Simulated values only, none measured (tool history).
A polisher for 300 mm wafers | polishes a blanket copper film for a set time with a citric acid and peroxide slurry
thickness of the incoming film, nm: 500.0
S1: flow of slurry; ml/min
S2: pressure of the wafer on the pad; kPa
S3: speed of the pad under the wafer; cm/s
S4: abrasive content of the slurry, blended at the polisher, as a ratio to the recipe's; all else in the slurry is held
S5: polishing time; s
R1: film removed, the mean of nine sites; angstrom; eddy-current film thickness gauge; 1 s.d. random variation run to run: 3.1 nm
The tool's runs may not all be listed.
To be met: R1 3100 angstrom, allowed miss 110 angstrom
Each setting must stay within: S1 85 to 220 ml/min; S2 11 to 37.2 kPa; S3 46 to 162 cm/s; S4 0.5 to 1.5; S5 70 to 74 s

run,hour,S1,S2,S3,S4,S5,R1
1,0,140,24.1,104,1,70,1680.4
2,1.2,140,24.1,104,1.2,70,1761.7
3,8.1,140,24.1,104,1.2,74,1837.8
4,16.6,145,27.6,104,1.2,74,2123.4
5,25.2,145,30.3,104,1.2,74,2302.3
6,27,145,30.3,86,1.2,74,1976.1
7,35.4,145,30.3,86,1.2,74,1960.1
8,38,150,32.4,92,1.2,74,2228.1

Which single option among these 5 for the next run brings every result within its allowed miss of target? Just one does.
A,40.6,155,35.9,126,1.2,74,?
B,40.6,155,34.5,112,1.05,74,?
C,40.6,160,37.2,110,1.2,74,?
D,40.6,120,37.2,102,1.25,74,?
E,40.6,170,33.1,132,1.3,74,?

move,R1
A,3321.8
B,2751
C,3055.2
D,2761.1
E,3328.4
A: pushes the last run's worst result past its target
B: better than the last run, though not everything is in spec
C: hits every target within its allowed miss
D: better than the last run, though not everything is in spec
E: pushes the last run's worst result past its target
Move C is the one to make.

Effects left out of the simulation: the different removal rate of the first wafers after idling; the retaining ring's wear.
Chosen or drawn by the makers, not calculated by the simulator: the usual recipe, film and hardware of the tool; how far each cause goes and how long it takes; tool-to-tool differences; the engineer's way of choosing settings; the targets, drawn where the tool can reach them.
